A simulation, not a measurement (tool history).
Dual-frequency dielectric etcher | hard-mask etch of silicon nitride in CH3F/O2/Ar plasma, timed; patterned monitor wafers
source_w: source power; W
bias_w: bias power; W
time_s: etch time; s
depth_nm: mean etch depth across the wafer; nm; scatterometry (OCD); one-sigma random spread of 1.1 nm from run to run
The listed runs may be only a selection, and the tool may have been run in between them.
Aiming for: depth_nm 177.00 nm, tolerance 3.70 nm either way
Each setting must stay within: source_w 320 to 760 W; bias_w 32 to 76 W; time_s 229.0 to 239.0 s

run  hour  source_w  bias_w  time_s  depth_nm
  1   0.0       540      54   229.0    159.49
  2   6.6       570      55   229.0    161.78
  3  15.6       600      56   229.5    165.37
  4  22.4       630      57   230.0    170.55
  5  23.8       640      57   230.0    173.26
  6  28.5       600      57   230.0    167.06
  7  32.0       620      58   230.0    170.90
  8  35.0       630      58   230.0    172.43
  9  43.6       640      58   230.0    172.99

Which one of the following 5 next-run settings gets every result inside its allowed miss? There is exactly one.
  A  52.2       590      67   238.0         ?
  B  52.2       610      56   229.0         ?
  C  52.2       750      48   229.0         ?
  D  52.2       760      47   239.0         ?
  E  52.2       660      62   239.0         ?

move  depth_nm
   A    185.39
   B    167.84
   C    170.18
   D    177.03
   E    187.67
A: takes the result that was furthest off past its target
B: lands further from the targets than the last run did
C: lands further from the targets than the last run did
D: meets every target
E: takes the result that was furthest off past its target
Go with D: it meets all targets.

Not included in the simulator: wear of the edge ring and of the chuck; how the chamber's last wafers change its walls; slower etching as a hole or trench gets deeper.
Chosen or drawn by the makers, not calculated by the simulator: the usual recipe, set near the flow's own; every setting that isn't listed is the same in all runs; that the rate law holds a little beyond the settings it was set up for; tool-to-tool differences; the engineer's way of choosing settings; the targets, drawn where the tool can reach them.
